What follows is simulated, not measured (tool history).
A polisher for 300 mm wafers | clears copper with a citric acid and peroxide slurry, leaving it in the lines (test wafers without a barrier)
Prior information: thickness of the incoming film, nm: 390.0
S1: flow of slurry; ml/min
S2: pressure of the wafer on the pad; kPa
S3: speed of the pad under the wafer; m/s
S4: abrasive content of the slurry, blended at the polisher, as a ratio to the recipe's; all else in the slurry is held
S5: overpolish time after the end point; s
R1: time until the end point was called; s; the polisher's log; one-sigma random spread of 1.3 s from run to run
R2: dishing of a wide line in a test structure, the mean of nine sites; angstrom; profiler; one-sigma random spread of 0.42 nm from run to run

{"run": 1, "hour": 0.0, "S1": 175, "S2": 25.5, "S3": 1.34, "S4": 1, "S5": 14, "R1": 109.77, "R2": 296.46}
{"run": 2, "hour": 4.2, "S1": 175, "S2": 19.3, "S3": 1.34, "S4": 1, "S5": 14, "R1": 138.12, "R2": 234.66}
{"run": 3, "hour": 11.7, "S1": 175, "S2": 21.4, "S3": 1.36, "S4": 1, "S5": 12, "R1": 123.95, "R2": 231.98}
{"run": 4, "hour": 15.9, "S1": 175, "S2": 21.4, "S3": 1.54, "S4": 1, "S5": 12, "R1": 111.66, "R2": 250.67}
{"run": 5, "hour": 22.5, "S1": 175, "S2": 21.4, "S3": 1.54, "S4": 0.85, "S5": 12, "R1": 114.86, "R2": 246.25}
{"run": 6, "hour": 27.1, "S1": 175, "S2": 16.5, "S3": 1.54, "S4": 0.85, "S5": 12, "R1": 144.35, "R2": 207.82}

Run 7, settings as shown, results not yet in. Your forecast:
{"run": 7, "hour": 32.5, "S1": 175, "S2": 18.6, "S3": 1.54, "S4": 0.85, "S5": 11, "R1": "?", "R2": "?"}

R1: 129.58 s
R2: 201.09 angstrom
